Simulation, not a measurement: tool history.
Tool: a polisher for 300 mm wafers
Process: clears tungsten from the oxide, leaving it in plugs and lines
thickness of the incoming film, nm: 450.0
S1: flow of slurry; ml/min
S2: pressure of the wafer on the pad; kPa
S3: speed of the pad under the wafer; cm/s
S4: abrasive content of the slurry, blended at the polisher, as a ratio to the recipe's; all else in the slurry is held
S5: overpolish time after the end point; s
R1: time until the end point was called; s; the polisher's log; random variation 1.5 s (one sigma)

run 1 hour=0 | S1=155 S2=30.3 S3=142 S4=1 S5=8 | R1=68.266
run 2 hour=1.8 | S1=155 S2=26.9 S3=140 S4=1 S5=8 | R1=79.113
run 3 hour=8.9 | S1=155 S2=24.8 S3=140 S4=1 S5=8 | R1=83.451
run 4 hour=10.4 | S1=155 S2=24.8 S3=140 S4=1 S5=8 | R1=81.937
run 5 hour=12.9 | S1=155 S2=28.3 S3=140 S4=1 S5=8 | R1=73.241
run 6 hour=20.9 | S1=155 S2=25.5 S3=138 S4=1 S5=8 | R1=82.903
run 7 hour=28.8 | S1=155 S2=23.4 S3=138 S4=1 S5=8 | R1=88.328

Forecast run 8:
run 8 hour=35.7 | S1=155 S2=22.1 S3=138 S4=1 S5=8 | R1=?

{"run 8": {"R1": 94.083}}

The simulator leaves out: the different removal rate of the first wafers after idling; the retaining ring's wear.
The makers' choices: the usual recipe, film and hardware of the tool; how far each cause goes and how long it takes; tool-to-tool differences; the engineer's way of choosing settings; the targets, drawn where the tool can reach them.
